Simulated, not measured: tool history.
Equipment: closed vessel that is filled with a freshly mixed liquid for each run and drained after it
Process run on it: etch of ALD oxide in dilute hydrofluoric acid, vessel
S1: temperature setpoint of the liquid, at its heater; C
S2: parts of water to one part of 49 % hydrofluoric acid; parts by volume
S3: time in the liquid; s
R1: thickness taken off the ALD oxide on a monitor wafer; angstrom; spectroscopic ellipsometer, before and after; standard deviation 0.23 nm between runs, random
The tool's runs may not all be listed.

run,day,S1,S2,S3,R1
1,0,26,270,210,214.58
2,0.354,26,270,210,218.48
3,0.504,28.5,245,210,267.01
4,0.842,30,230,210,302.65
5,0.883,27.5,230,210,278.7
6,1.254,29.5,220,210,315.55

Expected results for the next run?
7,1.346,31,215,210,?

R1: 344.52 angstrom

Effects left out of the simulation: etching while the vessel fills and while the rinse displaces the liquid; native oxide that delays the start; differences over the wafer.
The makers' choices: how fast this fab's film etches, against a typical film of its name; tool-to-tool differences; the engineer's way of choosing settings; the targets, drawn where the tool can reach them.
